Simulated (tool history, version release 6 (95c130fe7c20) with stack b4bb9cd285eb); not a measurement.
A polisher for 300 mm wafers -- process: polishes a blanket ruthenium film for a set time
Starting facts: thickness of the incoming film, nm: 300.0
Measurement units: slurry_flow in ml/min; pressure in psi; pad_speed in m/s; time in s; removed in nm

| run | hour | slurry_flow | pressure | pad_speed | time | removed |
|---|---|---|---|---|---|---|
| 1 | 0.0 | 245 | 1.5 | 1.14 | 50 | 51.257 |
| 2 | 8.0 | 245 | 1.5 | 1.14 | 44 | 43.723 |
| 3 | 10.3 | 245 | 1.5 | 1.36 | 44 | 52.249 |
| 4 | 18.5 | 245 | 1.1 | 1.36 | 44 | 39.081 |
| 5 | 25.4 | 245 | 0.7 | 1.36 | 44 | 25.643 |
| 6 | 32.3 | 245 | 0.7 | 1.36 | 44 | 25.564 |
| 7 | 34.2 | 240 | 0.7 | 1.28 | 44 | 23.855 |

What does the tool deliver on the next run?
| 8 | 36.4 | 230 | 0.7 | 1.22 | 44 | ? |

{"run 8": {"removed": 22.588}}
